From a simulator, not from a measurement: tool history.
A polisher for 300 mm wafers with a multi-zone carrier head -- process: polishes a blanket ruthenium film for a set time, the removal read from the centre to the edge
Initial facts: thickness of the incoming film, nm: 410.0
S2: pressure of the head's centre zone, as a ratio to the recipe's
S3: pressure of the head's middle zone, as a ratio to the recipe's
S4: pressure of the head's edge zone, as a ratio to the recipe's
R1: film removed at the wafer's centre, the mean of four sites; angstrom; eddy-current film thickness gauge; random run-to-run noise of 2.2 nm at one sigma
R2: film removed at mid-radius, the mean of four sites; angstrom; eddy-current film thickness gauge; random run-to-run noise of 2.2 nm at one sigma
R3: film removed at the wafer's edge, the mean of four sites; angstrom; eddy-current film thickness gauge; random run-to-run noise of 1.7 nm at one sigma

Run 1, hour 0: flow of slurry (ml/min) 175, S2 1, S3 1, S4 1, polishing time (s) 86. Result: R1 1419.1 angstrom, R2 1381.3 angstrom, R3 1456.5 angstrom.
Run 2, hour 8.4: flow of slurry (ml/min) 175, S2 1, S3 1.04, S4 1, polishing time (s) 86. Result: R1 1400.2 angstrom, R2 1464.9 angstrom, R3 1433.7 angstrom.
Run 3, hour 15.7: flow of slurry (ml/min) 180, S2 0.99, S3 1.06, S4 1.03, polishing time (s) 89. Result: R1 1455 angstrom, R2 1532.6 angstrom, R3 1499.7 angstrom.
Run 4, hour 22.5: flow of slurry (ml/min) 185, S2 0.96, S3 1.08, S4 1.05, polishing time (s) 93. Result: R1 1507.9 angstrom, R2 1665.2 angstrom, R3 1600.3 angstrom.
Run 5, hour 28.3: flow of slurry (ml/min) 185, S2 0.96, S3 1.02, S4 1.05, polishing time (s) 93. Result: R1 1507.7 angstrom, R2 1539.5 angstrom, R3 1599 angstrom.
Run 6, hour 35.7: flow of slurry (ml/min) 185, S2 0.96, S3 1.02, S4 1.05, polishing time (s) 110. Result: R1 1805.5 angstrom, R2 1866 angstrom, R3 1894.2 angstrom.
Run 7, hour 42.4: flow of slurry (ml/min) 185, S2 0.94, S3 1.04, S4 1.05, polishing time (s) 110. Result: R1 1776.7 angstrom, R2 1851.3 angstrom, R3 1900.1 angstrom.
Run 8, hour 50.6: flow of slurry (ml/min) 185, S2 0.92, S3 1.07, S4 1.06, polishing time (s) 110. Result: R1 1701.7 angstrom, R2 1929.7 angstrom, R3 1919.4 angstrom.

Predict the results of run 9:
Run 9, hour 55.5: flow of slurry (ml/min) 185, S2 0.91, S3 1.08, S4 1.06, polishing time (s) 110. Result: R1 ?, R2 ?, R3 ?.

R1: 1661.4 angstrom
R2: 1937.4 angstrom
R3: 1916.6 angstrom
